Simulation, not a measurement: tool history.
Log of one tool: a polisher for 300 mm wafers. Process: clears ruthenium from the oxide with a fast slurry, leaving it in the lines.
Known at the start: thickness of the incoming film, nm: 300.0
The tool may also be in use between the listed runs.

run	hour	flow of slurry (ml/min)	pressure of the wafer on the pad (kPa)	speed of the pad under the wafer (cm/s)	abrasive content of the slurry	overpolish time after the end point (s)	time until the end point was called (s)	dishing of a wide line in a test structure (nm)
1	0.0	165	16.5	114	1.00	26	77.065	40.164
2	1.9	165	19.3	114	1.00	26	68.583	42.253
3	9.7	165	19.3	98	1.00	26	76.481	41.578
4	13.7	150	15.9	110	0.85	21	96.642	33.489
5	22.5	150	15.9	110	0.85	16	94.020	28.710
6	29.5	150	15.9	110	0.95	16	88.250	29.069
7	34.0	155	11.7	104	1.00	8	117.170	13.670
8	37.2	150	12.4	102	0.90	8	121.540	13.073
9	43.8	140	13.1	102	0.80	10	124.400	15.475
10	47.6	135	13.8	102	0.75	11	131.440	16.842
11	51.3	135	14.5	102	0.70	12	129.950	17.789
12	54.7	125	16.5	100	0.55	22	144.140	25.913
13	59.3	140	14.5	106	0.75	17	118.260	25.403
14	67.5	140	13.8	106	0.80	17	118.560	24.983
15	70.8	150	13.1	106	0.80	17	121.330	24.542
16	75.6	155	11.7	106	0.80	10	132.820	14.892
17	83.5	145	12.4	106	0.75	11	138.070	16.413
18	87.0	145	13.1	108	0.70	12	135.830	16.816
19	88.5	135	13.1	108	0.70	12	139.660	17.450
20	97.5	130	13.8	110	0.70	12	131.730	18.129

Run 21 comes next. What will it give?
21	104.8	130	13.8	112	0.70	13	?	?

time until the end point was called (s): 126.690
dishing of a wide line in a test structure (nm): 19.032
